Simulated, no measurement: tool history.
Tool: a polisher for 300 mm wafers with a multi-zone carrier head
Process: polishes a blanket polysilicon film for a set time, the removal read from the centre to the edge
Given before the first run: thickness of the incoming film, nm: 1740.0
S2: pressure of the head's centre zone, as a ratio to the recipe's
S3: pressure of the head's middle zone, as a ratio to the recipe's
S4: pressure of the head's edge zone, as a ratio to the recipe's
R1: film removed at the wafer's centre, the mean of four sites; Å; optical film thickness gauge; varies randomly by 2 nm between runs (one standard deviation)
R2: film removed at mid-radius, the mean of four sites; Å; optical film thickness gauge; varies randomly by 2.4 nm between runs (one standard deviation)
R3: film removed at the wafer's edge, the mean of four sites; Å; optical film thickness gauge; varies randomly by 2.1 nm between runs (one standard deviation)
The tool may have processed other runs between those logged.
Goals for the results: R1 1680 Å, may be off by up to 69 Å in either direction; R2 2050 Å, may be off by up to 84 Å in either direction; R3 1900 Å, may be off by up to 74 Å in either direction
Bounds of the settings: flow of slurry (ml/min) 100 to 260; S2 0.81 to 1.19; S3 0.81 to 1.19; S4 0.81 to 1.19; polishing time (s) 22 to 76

Run 1, hour 0: flow of slurry (ml/min) 165, S2 1, S3 1, S4 1, polishing time (s) 49. Result: R1 2378.5 Å, R2 2461.6 Å, R3 2372.9 Å.
Run 2, hour 3.8: flow of slurry (ml/min) 160, S2 0.96, S3 1, S4 0.97, polishing time (s) 47. Result: R1 2172.7 Å, R2 2275.8 Å, R3 2253.3 Å.
Run 3, hour 10: flow of slurry (ml/min) 155, S2 0.94, S3 1.03, S4 0.95, polishing time (s) 45. Result: R1 2044.8 Å, R2 2282.9 Å, R3 2130.2 Å.
Run 4, hour 17.2: flow of slurry (ml/min) 150, S2 0.92, S3 1.03, S4 0.93, polishing time (s) 44. Result: R1 1911.2 Å, R2 2177.7 Å, R3 2065.7 Å.
Run 5, hour 19.7: flow of slurry (ml/min) 125, S2 0.92, S3 1.03, S4 0.93, polishing time (s) 44. Result: R1 1889.9 Å, R2 2109 Å, R3 2009.5 Å.
Run 6, hour 24.6: flow of slurry (ml/min) 125, S2 0.86, S3 1.03, S4 0.93, polishing time (s) 44. Result: R1 1798.9 Å, R2 2169.5 Å, R3 2009.3 Å.
Run 7, hour 29.5: flow of slurry (ml/min) 120, S2 0.85, S3 1.03, S4 0.92, polishing time (s) 44. Result: R1 1747.7 Å, R2 2129.2 Å, R3 2032.4 Å.
Run 8, hour 33.6: flow of slurry (ml/min) 120, S2 0.85, S3 1.04, S4 0.91, polishing time (s) 44. Result: R1 1751.2 Å, R2 2120.4 Å, R3 1984.5 Å.
Run 9, hour 35.7: flow of slurry (ml/min) 120, S2 0.85, S3 1.04, S4 0.9, polishing time (s) 44. Result: R1 1739.8 Å, R2 2171.2 Å, R3 2014.2 Å.

Consider the 5 candidate settings below. Which is the only one whose results all fall within their allowed miss of target?
Run A, hour 37.8: flow of slurry (ml/min) 105, S2 0.88, S3 1.08, S4 0.92, polishing time (s) 43. Result: R1 ?, R2 ?, R3 ?.
Run B, hour 37.8: flow of slurry (ml/min) 175, S2 0.81, S3 0.83, S4 0.92, polishing time (s) 46. Result: R1 ?, R2 ?, R3 ?.
Run C, hour 37.8: flow of slurry (ml/min) 185, S2 0.87, S3 1.19, S4 0.84, polishing time (s) 41. Result: R1 ?, R2 ?, R3 ?.
Run D, hour 37.8: flow of slurry (ml/min) 110, S2 0.81, S3 0.97, S4 0.97, polishing time (s) 47. Result: R1 ?, R2 ?, R3 ?.
Run E, hour 37.8: flow of slurry (ml/min) 125, S2 0.84, S3 1.19, S4 0.85, polishing time (s) 43. Result: R1 ?, R2 ?, R3 ?.

move      R1      R2      R3
   A  1646.3  2074.1  1931.9
   B    1789  2063.1  2200.9
   C  1732.6  2319.6    1887
   D  1671.6  2137.9  2179.7
   E  1630.4  2281.2  1901.9
A: meets every target
B: its largest miss is bigger than the last run's
C: gets the furthest-off result to its target, but another result is out of tolerance
D: its largest miss is bigger than the last run's
E: gets the furthest-off result to its target, but another result is out of tolerance
Correct choice: A, which meets every target
